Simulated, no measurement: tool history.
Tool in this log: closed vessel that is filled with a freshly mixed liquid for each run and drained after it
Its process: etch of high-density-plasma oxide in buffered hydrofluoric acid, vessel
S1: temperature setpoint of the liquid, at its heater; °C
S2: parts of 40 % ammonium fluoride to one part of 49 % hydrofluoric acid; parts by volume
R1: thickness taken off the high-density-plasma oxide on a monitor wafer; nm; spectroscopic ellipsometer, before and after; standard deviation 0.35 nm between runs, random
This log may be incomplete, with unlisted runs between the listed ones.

Run 1, hour 0: S1 21 °C, S2 11 parts by volume, time in the liquid (s) 35. Result: R1 62.713 nm.
Run 2, hour 8.8: S1 21 °C, S2 11 parts by volume, time in the liquid (s) 35. Result: R1 63.425 nm.
Run 3, hour 12.6: S1 21 °C, S2 11 parts by volume, time in the liquid (s) 35. Result: R1 63.185 nm.
Run 4, hour 18.7: S1 21 °C, S2 11 parts by volume, time in the liquid (s) 35. Result: R1 62.295 nm.
Run 5, hour 26.6: S1 21 °C, S2 11 parts by volume, time in the liquid (s) 35. Result: R1 63.153 nm.
Run 6, hour 28.8: S1 20.5 °C, S2 11 parts by volume, time in the liquid (s) 35. Result: R1 61.85 nm.

Estimate the outcome of run 7 from the log above:
Run 7, hour 35.9: S1 20 °C, S2 11 parts by volume, time in the liquid (s) 35. Result: R1 ?.

Run 7 produced R1 59.855 nm.
